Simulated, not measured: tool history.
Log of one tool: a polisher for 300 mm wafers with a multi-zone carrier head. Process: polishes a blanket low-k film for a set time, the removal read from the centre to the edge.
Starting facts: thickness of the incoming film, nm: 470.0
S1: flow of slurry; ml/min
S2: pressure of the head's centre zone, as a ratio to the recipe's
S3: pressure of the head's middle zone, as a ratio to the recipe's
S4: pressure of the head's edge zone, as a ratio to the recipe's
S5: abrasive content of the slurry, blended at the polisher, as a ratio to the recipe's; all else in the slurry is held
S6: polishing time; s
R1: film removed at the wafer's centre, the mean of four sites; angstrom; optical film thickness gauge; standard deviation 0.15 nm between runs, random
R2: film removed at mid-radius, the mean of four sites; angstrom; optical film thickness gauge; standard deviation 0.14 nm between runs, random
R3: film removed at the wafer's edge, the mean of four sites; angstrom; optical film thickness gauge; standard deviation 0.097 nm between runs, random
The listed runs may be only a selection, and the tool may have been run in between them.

{"run": 1, "hour": 0.0, "S1": 155, "S2": 1.0, "S3": 1.0, "S4": 1.0, "S5": 1.0, "S6": 33, "R1": 87.273, "R2": 90.6, "R3": 93.768}
{"run": 2, "hour": 0.7, "S1": 165, "S2": 0.96, "S3": 1.03, "S4": 1.05, "S5": 1.15, "S6": 34, "R1": 90.834, "R2": 104.22, "R3": 105.37}
{"run": 3, "hour": 9.4, "S1": 165, "S2": 0.96, "S3": 1.03, "S4": 1.05, "S5": 1.05, "S6": 34, "R1": 88.165, "R2": 97.861, "R3": 100.26}
{"run": 4, "hour": 12.2, "S1": 165, "S2": 0.94, "S3": 1.04, "S4": 1.08, "S5": 1.15, "S6": 35, "R1": 92.461, "R2": 105.91, "R3": 108.24}
{"run": 5, "hour": 18.1, "S1": 165, "S2": 0.94, "S3": 1.04, "S4": 1.02, "S5": 1.15, "S6": 35, "R1": 91.755, "R2": 107.1, "R3": 106.49}
{"run": 6, "hour": 21.1, "S1": 170, "S2": 0.92, "S3": 1.05, "S4": 1.05, "S5": 1.25, "S6": 36, "R1": 98.883, "R2": 115.31, "R3": 112.94}
{"run": 7, "hour": 29.8, "S1": 155, "S2": 0.89, "S3": 1.06, "S4": 1.09, "S5": 1.3, "S6": 38, "R1": 96.103, "R2": 120.16, "R3": 121.92}
{"run": 8, "hour": 34.3, "S1": 165, "S2": 0.87, "S3": 1.07, "S4": 1.12, "S5": 1.35, "S6": 38, "R1": 101.04, "R2": 124.6, "R3": 125.62}
{"run": 9, "hour": 36.7, "S1": 165, "S2": 0.85, "S3": 1.08, "S4": 1.13, "S5": 1.4, "S6": 39, "R1": 101.71, "R2": 128.38, "R3": 131.09}
{"run": 10, "hour": 42.8, "S1": 165, "S2": 0.84, "S3": 1.09, "S4": 1.14, "S5": 1.45, "S6": 40, "R1": 102.45, "R2": 136.51, "R3": 135.72}

Expected results for the next run?
{"run": 11, "hour": 44.0, "S1": 170, "S2": 0.84, "S3": 1.09, "S4": 1.15, "S5": 1.45, "S6": 40, "R1": "?", "R2": "?", "R3": "?"}

R1: 103.990 angstrom
R2: 136.400 angstrom
R3: 136.940 angstrom
